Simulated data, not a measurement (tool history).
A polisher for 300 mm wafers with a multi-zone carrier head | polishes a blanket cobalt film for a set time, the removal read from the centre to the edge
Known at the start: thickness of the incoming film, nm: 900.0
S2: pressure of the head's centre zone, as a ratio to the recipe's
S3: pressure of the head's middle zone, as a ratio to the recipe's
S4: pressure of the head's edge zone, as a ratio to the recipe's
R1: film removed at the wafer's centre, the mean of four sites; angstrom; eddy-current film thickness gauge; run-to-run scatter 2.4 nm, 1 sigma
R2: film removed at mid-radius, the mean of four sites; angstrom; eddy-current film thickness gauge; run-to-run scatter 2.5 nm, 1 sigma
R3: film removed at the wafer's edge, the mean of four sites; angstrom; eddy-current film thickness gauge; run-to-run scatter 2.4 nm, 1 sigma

run 1 hour=0 | flow_of_slurry_(ml/min)=225 S2=1 S3=1 S4=1 polishing_time_(s)=47 | R1=2497.4 R2=2489 R3=2432.7
run 2 hour=7.9 | flow_of_slurry_(ml/min)=270 S2=1 S3=1 S4=1 polishing_time_(s)=47 | R1=2555.6 R2=2561.6 R3=2459.1
run 3 hour=15.8 | flow_of_slurry_(ml/min)=245 S2=1 S3=1 S4=1 polishing_time_(s)=47 | R1=2508.9 R2=2527.5 R3=2454.1
run 4 hour=23.7 | flow_of_slurry_(ml/min)=245 S2=0.93 S3=1 S4=1 polishing_time_(s)=47 | R1=2426.2 R2=2530.6 R3=2423
run 5 hour=28.2 | flow_of_slurry_(ml/min)=300 S2=0.93 S3=1 S4=1 polishing_time_(s)=47 | R1=2489.8 R2=2587 R3=2466.2
run 6 hour=34.2 | flow_of_slurry_(ml/min)=300 S2=1.01 S3=1 S4=1 polishing_time_(s)=47 | R1=2608.4 R2=2586.1 R3=2494.7
run 7 hour=39.8 | flow_of_slurry_(ml/min)=305 S2=1.03 S3=1.02 S4=1.02 polishing_time_(s)=49 | R1=2760.3 R2=2729.6 R3=2601
run 8 hour=47.4 | flow_of_slurry_(ml/min)=305 S2=1.04 S3=1.04 S4=1.03 polishing_time_(s)=51 | R1=2886.6 R2=2906.7 R3=2761.2
run 9 hour=54.4 | flow_of_slurry_(ml/min)=310 S2=1.06 S3=1.06 S4=1.04 polishing_time_(s)=52 | R1=2956.2 R2=2965.2 R3=2814.2

For run 10, what comes out?
run 10 hour=60.3 | flow_of_slurry_(ml/min)=335 S2=1.12 S3=1.16 S4=1.07 polishing_time_(s)=64 | R1=? R2=? R3=?

{"run 10": {"R1": 3856, "R2": 4028.8, "R3": 3548.5}}
